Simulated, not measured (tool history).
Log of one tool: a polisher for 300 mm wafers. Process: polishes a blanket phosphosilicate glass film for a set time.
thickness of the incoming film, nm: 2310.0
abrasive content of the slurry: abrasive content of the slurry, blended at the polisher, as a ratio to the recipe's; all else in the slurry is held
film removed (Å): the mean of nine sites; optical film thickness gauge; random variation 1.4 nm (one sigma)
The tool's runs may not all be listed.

run  hour  flow of slurry (ml/min)  pressure of the wafer on the pad (psi)  speed of the pad under the wafer (m/s)  abrasive content of the slurry  polishing time (s)  film removed (Å)
  1   0.0                      180                                     2.1                                    0.86                            1.00                  43            2084.9
  2   4.2                      180                                     1.7                                    0.86                            1.00                  43            1727.3
  3   9.7                      185                                     1.7                                    0.86                            1.00                  43            1737.4
  4  16.4                      185                                     1.7                                    0.70                            1.00                  43            1461.7
  5  20.2                      185                                     1.7                                    0.70                            1.00                  43            1472.7
     22.9  -- worn pad replaced by a new one
  6  22.9                      185                                     1.7                                    0.70                            0.85                  43            1556.5
  7  30.6                      190                                     1.7                                    0.70                            0.85                  43            1572.8
  8  37.8                      200                                     1.7                                    0.70                            0.85                  43            1573.8
  9  42.1                      200                                     1.7                                    0.70                            0.85                  43            1568.2
 10  44.9                      205                                     1.7                                    0.70                            0.85                  43            1576.8
 11  47.7                      210                                     1.7                                    0.70                            0.85                  43            1600.4
 12  54.8                      215                                     1.7                                    0.70                            0.85                  43            1608.0
 13  63.3                      215                                     1.7                                    0.70                            0.85                  43            1584.8
 14  64.3                      220                                     1.7                                    0.70                            0.85                  43            1614.5
 15  69.7                      225                                     1.7                                    0.70                            0.85                  43            1611.3
 16  78.5                      230                                     1.7                                    0.70                            0.85                  43            1627.7

Estimate the outcome of run 17 from the log above:
 17  82.4                      235                                     1.7                                    0.70                            0.85                  43                 ?

{"run 17": {"film removed (Å)": 1629.4}}

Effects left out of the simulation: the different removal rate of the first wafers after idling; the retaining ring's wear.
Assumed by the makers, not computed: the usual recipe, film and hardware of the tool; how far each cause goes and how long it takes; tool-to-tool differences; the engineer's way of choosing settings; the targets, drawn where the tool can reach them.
